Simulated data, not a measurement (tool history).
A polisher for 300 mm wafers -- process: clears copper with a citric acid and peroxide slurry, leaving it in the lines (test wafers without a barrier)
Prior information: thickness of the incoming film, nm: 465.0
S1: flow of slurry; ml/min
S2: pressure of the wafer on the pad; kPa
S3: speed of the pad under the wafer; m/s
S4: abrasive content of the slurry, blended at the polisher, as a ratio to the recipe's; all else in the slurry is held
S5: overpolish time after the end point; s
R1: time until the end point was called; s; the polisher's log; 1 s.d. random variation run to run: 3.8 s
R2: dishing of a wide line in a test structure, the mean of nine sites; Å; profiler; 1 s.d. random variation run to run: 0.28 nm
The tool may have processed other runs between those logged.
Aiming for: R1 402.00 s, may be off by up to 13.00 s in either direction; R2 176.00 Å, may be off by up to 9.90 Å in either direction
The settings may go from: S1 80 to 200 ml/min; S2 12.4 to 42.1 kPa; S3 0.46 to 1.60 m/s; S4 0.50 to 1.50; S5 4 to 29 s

Run 1, day 0.000: S1 130 ml/min, S2 26.9 kPa, S3 1.02 m/s, S4 1.00, S5 15 s. Result: R1 188.75 s, R2 286.11 Å.
Run 2, day 0.279: S1 130 ml/min, S2 26.9 kPa, S3 1.02 m/s, S4 1.00, S5 9 s. Result: R1 186.61 s, R2 184.08 Å.
Run 3, day 0.625: S1 125 ml/min, S2 23.4 kPa, S3 0.98 m/s, S4 1.00, S5 11 s. Result: R1 222.92 s, R2 188.58 Å.
Run 4, day 0.725: S1 120 ml/min, S2 21.4 kPa, S3 0.94 m/s, S4 1.00, S5 12 s. Result: R1 258.20 s, R2 170.61 Å.
Run 5, day 1.054: S1 120 ml/min, S2 17.2 kPa, S3 0.94 m/s, S4 1.00, S5 12 s. Result: R1 314.81 s, R2 143.45 Å.
Run 6, day 1.321: S1 120 ml/min, S2 17.2 kPa, S3 1.04 m/s, S4 1.00, S5 12 s. Result: R1 284.25 s, R2 159.15 Å.
Run 7, day 1.521: S1 115 ml/min, S2 15.9 kPa, S3 1.02 m/s, S4 1.00, S5 13 s. Result: R1 320.59 s, R2 152.90 Å.
Run 8, day 1.633: S1 110 ml/min, S2 15.2 kPa, S3 1.02 m/s, S4 1.00, S5 14 s. Result: R1 336.38 s, R2 158.77 Å.
Run 9, day 1.900: S1 105 ml/min, S2 14.5 kPa, S3 1.02 m/s, S4 1.00, S5 15 s. Result: R1 355.02 s, R2 155.82 Å.
Run 10, day 2.267: S1 100 ml/min, S2 14.5 kPa, S3 1.02 m/s, S4 1.00, S5 16 s. Result: R1 359.74 s, R2 167.78 Å.
Run 11, day 2.546: S1 95 ml/min, S2 14.5 kPa, S3 1.02 m/s, S4 1.00, S5 16 s. Result: R1 368.65 s, R2 163.37 Å.
Run 12, day 2.629: S1 80 ml/min, S2 12.4 kPa, S3 1.02 m/s, S4 1.00, S5 19 s. Result: R1 456.35 s, R2 154.95 Å.
Run 13, day 2.671: S1 85 ml/min, S2 12.4 kPa, S3 1.02 m/s, S4 1.00, S5 19 s. Result: R1 447.56 s, R2 156.53 Å.
Run 14, day 2.779: S1 90 ml/min, S2 12.4 kPa, S3 1.02 m/s, S4 1.00, S5 19 s. Result: R1 431.07 s, R2 166.05 Å.
Run 15, day 2.833: S1 95 ml/min, S2 12.4 kPa, S3 1.02 m/s, S4 1.00, S5 19 s. Result: R1 420.01 s, R2 166.45 Å.
Run 16, day 2.862: S1 100 ml/min, S2 12.4 kPa, S3 1.02 m/s, S4 1.00, S5 19 s. Result: R1 417.88 s, R2 166.67 Å.

Pick the move, out of 4, that brings all results within their allowed miss; only one does.
Run A, day 2.892: S1 105 ml/min, S2 12.4 kPa, S3 0.94 m/s, S4 1.10, S5 19 s. Result: R1 ?, R2 ?.
Run B, day 2.892: S1 80 ml/min, S2 16.5 kPa, S3 0.90 m/s, S4 0.85, S5 16 s. Result: R1 ?, R2 ?.
Run C, day 2.892: S1 85 ml/min, S2 12.4 kPa, S3 1.04 m/s, S4 1.05, S5 19 s. Result: R1 ?, R2 ?.
Run D, day 2.892: S1 100 ml/min, S2 15.9 kPa, S3 0.84 m/s, S4 0.95, S5 19 s. Result: R1 ?, R2 ?.

move      R1      R2
   A  433.55  161.99
   B  392.75  152.98
   C  425.04  164.89
   D  397.40  176.98
A: its largest miss is bigger than the last run's
B: brings the result that was furthest off to its target, and leaves another outside
C: its largest miss is bigger than the last run's
D: all results in spec
D meets every target.
